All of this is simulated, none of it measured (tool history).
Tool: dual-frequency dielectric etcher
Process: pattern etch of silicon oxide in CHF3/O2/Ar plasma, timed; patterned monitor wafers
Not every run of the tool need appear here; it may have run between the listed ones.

| run | day | source power (kW) | bias power (kW) | etch time (s) | mean etch depth across the wafer (nm) |
|---|---|---|---|---|---|
| 1 | 0 | 0.86 | 0.228 | 599.5 | 1496.7 |
| 2 | 0.279 | 0.77 | 0.217 | 599.5 | 1438.6 |
| 3 | 0.475 | 0.7 | 0.198 | 599.5 | 1357.6 |
| 4 | 0.833 | 0.65 | 0.189 | 599.5 | 1309.9 |
| 5 | 1.146 | 0.74 | 0.189 | 599.5 | 1365.5 |
| 6 | 1.425 | 0.74 | 0.227 | 599.5 | 1429.1 |
| 7 | 1.596 | 0.68 | 0.211 | 599.5 | 1354.8 |

The next listed run, before its measurement:
| 8 | 1.946 | 0.63 | 0.204 | 599.5 | ? |

Logged for run 8: mean etch depth across the wafer (nm) 1314.7.
